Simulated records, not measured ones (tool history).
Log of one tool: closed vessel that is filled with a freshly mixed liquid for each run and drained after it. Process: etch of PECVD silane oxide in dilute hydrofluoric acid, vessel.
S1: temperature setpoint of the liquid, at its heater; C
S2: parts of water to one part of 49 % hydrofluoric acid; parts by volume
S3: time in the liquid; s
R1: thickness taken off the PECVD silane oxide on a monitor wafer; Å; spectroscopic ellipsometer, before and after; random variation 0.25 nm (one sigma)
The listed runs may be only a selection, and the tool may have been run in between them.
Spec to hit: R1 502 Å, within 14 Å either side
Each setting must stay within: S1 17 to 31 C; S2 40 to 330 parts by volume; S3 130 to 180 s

Run 1, hour 0: S1 23 C, S2 185 parts by volume, S3 180 s. Result: R1 185.57 Å.
Run 2, hour 3.1: S1 24 C, S2 170 parts by volume, S3 180 s. Result: R1 212.54 Å.
Run 3, hour 10.7: S1 24 C, S2 230 parts by volume, S3 180 s. Result: R1 147.85 Å.
Run 4, hour 14.1: S1 25 C, S2 210 parts by volume, S3 180 s. Result: R1 171.11 Å.
Run 5, hour 16.2: S1 26.5 C, S2 210 parts by volume, S3 180 s. Result: R1 180.45 Å.
Run 6, hour 22.9: S1 27 C, S2 195 parts by volume, S3 180 s. Result: R1 201.09 Å.
Run 7, hour 29: S1 27.5 C, S2 180 parts by volume, S3 180 s. Result: R1 223.92 Å.
Run 8, hour 30.2: S1 28 C, S2 165 parts by volume, S3 180 s. Result: R1 254.43 Å.
Run 9, hour 35.4: S1 28.5 C, S2 155 parts by volume, S3 180 s. Result: R1 279.73 Å.
Run 10, hour 38: S1 29 C, S2 145 parts by volume, S3 180 s. Result: R1 305.71 Å.
Run 11, hour 42.2: S1 29 C, S2 135 parts by volume, S3 180 s. Result: R1 335.31 Å.
Run 12, hour 43.6: S1 29 C, S2 130 parts by volume, S3 180 s. Result: R1 351.58 Å.
Run 13, hour 46.1: S1 29 C, S2 125 parts by volume, S3 180 s. Result: R1 370.01 Å.
Run 14, hour 52.7: S1 29 C, S2 125 parts by volume, S3 180 s. Result: R1 371.84 Å.
Run 15, hour 54.8: S1 29 C, S2 120 parts by volume, S3 180 s. Result: R1 386.41 Å.
Run 16, hour 61: S1 29 C, S2 115 parts by volume, S3 180 s. Result: R1 407.33 Å.
Run 17, hour 62.8: S1 30 C, S2 105 parts by volume, S3 180 s. Result: R1 468.81 Å.
Run 18, hour 70.7: S1 30.5 C, S2 105 parts by volume, S3 180 s. Result: R1 477.23 Å.
Run 19, hour 75.5: S1 31 C, S2 105 parts by volume, S3 180 s. Result: R1 486.29 Å.

Which of these 5 next moves meets every target?
Run A, hour 80.3: S1 30.5 C, S2 105 parts by volume, S3 180 s. Result: R1 ?.
Run B, hour 80.3: S1 31 C, S2 110 parts by volume, S3 180 s. Result: R1 ?.
Run C, hour 80.3: S1 26.5 C, S2 95 parts by volume, S3 180 s. Result: R1 ?.
Run D, hour 80.3: S1 27 C, S2 95 parts by volume, S3 180 s. Result: R1 ?.
Run E, hour 80.3: S1 29.5 C, S2 95 parts by volume, S3 175 s. Result: R1 ?.

move      R1
   A  473.19
   B  456.85
   C  455.39
   D  464.31
   E  496.73
A: its largest miss is bigger than the last run's
B: its largest miss is bigger than the last run's
C: its largest miss is bigger than the last run's
D: its largest miss is bigger than the last run's
E: each result inside its tolerance
The right move is E.
